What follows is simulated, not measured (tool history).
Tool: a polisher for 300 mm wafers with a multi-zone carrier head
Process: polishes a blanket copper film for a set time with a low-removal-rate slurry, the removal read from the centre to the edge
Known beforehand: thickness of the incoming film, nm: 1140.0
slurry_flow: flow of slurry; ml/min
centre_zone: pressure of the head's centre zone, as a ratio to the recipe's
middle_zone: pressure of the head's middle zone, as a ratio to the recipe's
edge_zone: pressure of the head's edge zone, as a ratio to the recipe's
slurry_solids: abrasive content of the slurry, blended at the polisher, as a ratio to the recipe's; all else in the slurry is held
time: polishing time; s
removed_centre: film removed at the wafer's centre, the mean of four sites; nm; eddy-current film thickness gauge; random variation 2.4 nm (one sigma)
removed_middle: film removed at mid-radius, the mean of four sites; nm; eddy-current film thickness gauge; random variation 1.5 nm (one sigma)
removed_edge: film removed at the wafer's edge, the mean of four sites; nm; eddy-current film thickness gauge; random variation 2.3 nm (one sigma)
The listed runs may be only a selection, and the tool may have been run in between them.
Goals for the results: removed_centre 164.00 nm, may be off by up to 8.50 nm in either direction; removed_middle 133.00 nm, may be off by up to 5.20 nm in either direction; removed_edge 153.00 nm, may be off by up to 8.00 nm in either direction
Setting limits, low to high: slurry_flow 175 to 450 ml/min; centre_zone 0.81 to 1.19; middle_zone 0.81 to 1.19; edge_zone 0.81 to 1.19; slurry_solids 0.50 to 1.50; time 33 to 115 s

Run 1, hour 0.0: slurry_flow 290 ml/min, centre_zone 1.00, middle_zone 1.00, edge_zone 1.00, slurry_solids 1.00, time 73 s. Result: removed_centre 219.70 nm, removed_middle 213.89 nm, removed_edge 218.10 nm.
Run 2, hour 7.7: slurry_flow 290 ml/min, centre_zone 1.00, middle_zone 0.92, edge_zone 1.00, slurry_solids 1.00, time 73 s. Result: removed_centre 215.47 nm, removed_middle 201.80 nm, removed_edge 215.53 nm.
Run 3, hour 15.1: slurry_flow 290 ml/min, centre_zone 1.03, middle_zone 0.92, edge_zone 1.00, slurry_solids 1.00, time 73 s. Result: removed_centre 219.98 nm, removed_middle 205.69 nm, removed_edge 217.80 nm.
Run 4, hour 19.8: slurry_flow 290 ml/min, centre_zone 1.03, middle_zone 0.92, edge_zone 0.95, slurry_solids 1.00, time 73 s. Result: removed_centre 220.26 nm, removed_middle 202.37 nm, removed_edge 209.54 nm.
Run 5, hour 20.8: slurry_flow 290 ml/min, centre_zone 1.03, middle_zone 0.92, edge_zone 1.00, slurry_solids 1.00, time 73 s. Result: removed_centre 223.97 nm, removed_middle 202.43 nm, removed_edge 216.49 nm.
Run 6, hour 22.9: slurry_flow 290 ml/min, centre_zone 1.10, middle_zone 0.92, edge_zone 1.00, slurry_solids 1.00, time 73 s. Result: removed_centre 233.02 nm, removed_middle 203.97 nm, removed_edge 215.79 nm.
Run 7, hour 24.8: slurry_flow 290 ml/min, centre_zone 1.10, middle_zone 0.90, edge_zone 1.00, slurry_solids 0.95, time 70 s. Result: removed_centre 225.07 nm, removed_middle 191.03 nm, removed_edge 205.72 nm.
Run 8, hour 32.7: slurry_flow 290 ml/min, centre_zone 1.09, middle_zone 0.89, edge_zone 1.00, slurry_solids 0.90, time 68 s. Result: removed_centre 212.51 nm, removed_middle 181.38 nm, removed_edge 192.77 nm.
Run 9, hour 39.5: slurry_flow 285 ml/min, centre_zone 1.09, middle_zone 0.88, edge_zone 1.02, slurry_solids 0.85, time 66 s. Result: removed_centre 203.41 nm, removed_middle 171.26 nm, removed_edge 189.95 nm.
Run 10, hour 42.6: slurry_flow 285 ml/min, centre_zone 1.09, middle_zone 0.87, edge_zone 1.02, slurry_solids 0.80, time 65 s. Result: removed_centre 193.01 nm, removed_middle 165.76 nm, removed_edge 184.12 nm.
Run 11, hour 47.1: slurry_flow 285 ml/min, centre_zone 1.10, middle_zone 0.86, edge_zone 1.02, slurry_solids 0.75, time 64 s. Result: removed_centre 190.51 nm, removed_middle 160.73 nm, removed_edge 178.36 nm.
Run 12, hour 49.5: slurry_flow 285 ml/min, centre_zone 1.10, middle_zone 0.85, edge_zone 1.02, slurry_solids 0.70, time 63 s. Result: removed_centre 182.19 nm, removed_middle 150.55 nm, removed_edge 173.77 nm.
Run 13, hour 56.7: slurry_flow 285 ml/min, centre_zone 1.10, middle_zone 0.85, edge_zone 1.01, slurry_solids 0.65, time 63 s. Result: removed_centre 175.47 nm, removed_middle 148.93 nm, removed_edge 161.45 nm.
Run 14, hour 60.8: slurry_flow 285 ml/min, centre_zone 1.10, middle_zone 0.84, edge_zone 1.01, slurry_solids 0.65, time 63 s. Result: removed_centre 176.32 nm, removed_middle 147.24 nm, removed_edge 169.58 nm.
Run 15, hour 67.1: slurry_flow 285 ml/min, centre_zone 1.10, middle_zone 0.84, edge_zone 1.00, slurry_solids 0.65, time 63 s. Result: removed_centre 178.19 nm, removed_middle 147.28 nm, removed_edge 163.04 nm.

Which one of the following 5 next-run settings gets every result inside its allowed miss? There is exactly one.
Run A, hour 73.4: slurry_flow 300 ml/min, centre_zone 1.06, middle_zone 0.84, edge_zone 0.90, slurry_solids 0.70, time 68 s. Result: removed_centre ?, removed_middle ?, removed_edge ?.
Run B, hour 73.4: slurry_flow 260 ml/min, centre_zone 1.02, middle_zone 1.07, edge_zone 0.88, slurry_solids 0.50, time 75 s. Result: removed_centre ?, removed_middle ?, removed_edge ?.
Run C, hour 73.4: slurry_flow 290 ml/min, centre_zone 1.10, middle_zone 0.94, edge_zone 0.95, slurry_solids 0.55, time 64 s. Result: removed_centre ?, removed_middle ?, removed_edge ?.
Run D, hour 73.4: slurry_flow 335 ml/min, centre_zone 1.11, middle_zone 1.05, edge_zone 0.94, slurry_solids 0.60, time 66 s. Result: removed_centre ?, removed_middle ?, removed_edge ?.
Run E, hour 73.4: slurry_flow 390 ml/min, centre_zone 1.09, middle_zone 0.81, edge_zone 1.02, slurry_solids 0.55, time 60 s. Result: removed_centre ?, removed_middle ?, removed_edge ?.

move  removed_centre  removed_middle  removed_edge
   A          197.60          162.53        168.22
   B          186.84          181.61        162.93
   C          177.50          150.33        150.20
   D          192.67          172.06        160.00
   E          169.98          133.70        148.92
A: moves away from the targets compared with the last run
B: moves away from the targets compared with the last run
C: moves away from the targets compared with the last run
D: moves away from the targets compared with the last run
E: meets every target
The right move is E.
